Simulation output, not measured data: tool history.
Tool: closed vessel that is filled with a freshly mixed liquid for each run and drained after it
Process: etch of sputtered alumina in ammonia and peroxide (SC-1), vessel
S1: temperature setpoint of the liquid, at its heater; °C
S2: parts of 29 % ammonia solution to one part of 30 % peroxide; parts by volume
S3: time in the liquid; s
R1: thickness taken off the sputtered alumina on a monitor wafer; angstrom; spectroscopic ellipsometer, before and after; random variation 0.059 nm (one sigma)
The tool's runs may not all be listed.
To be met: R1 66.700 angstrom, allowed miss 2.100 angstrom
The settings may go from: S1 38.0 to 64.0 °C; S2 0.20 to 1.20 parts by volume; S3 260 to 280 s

run,hour,S1,S2,S3,R1
1,0.0,48.0,0.70,260,120.800
2,7.8,48.0,0.50,260,114.920
3,15.7,48.0,0.50,260,117.280
4,20.0,52.5,0.50,260,147.070
5,22.9,46.0,0.50,260,104.440
6,29.2,43.5,0.45,260,87.850
7,30.7,42.0,0.45,260,81.445
8,36.6,41.0,0.45,260,78.767
9,38.1,40.0,0.45,260,72.050
10,46.5,39.5,0.45,260,70.277

4 next moves are on the table. One of them brings every result within its allowed miss. Which?
A,54.9,39.5,0.45,275,?
B,54.9,39.0,0.40,275,?
C,54.9,39.5,0.55,265,?
D,54.9,38.0,0.70,260,?

move,R1
A,74.708
B,71.711
C,73.386
D,67.386
A: further off than the last run
B: further off than the last run
C: further off than the last run
D: meets every target
The right move is D.
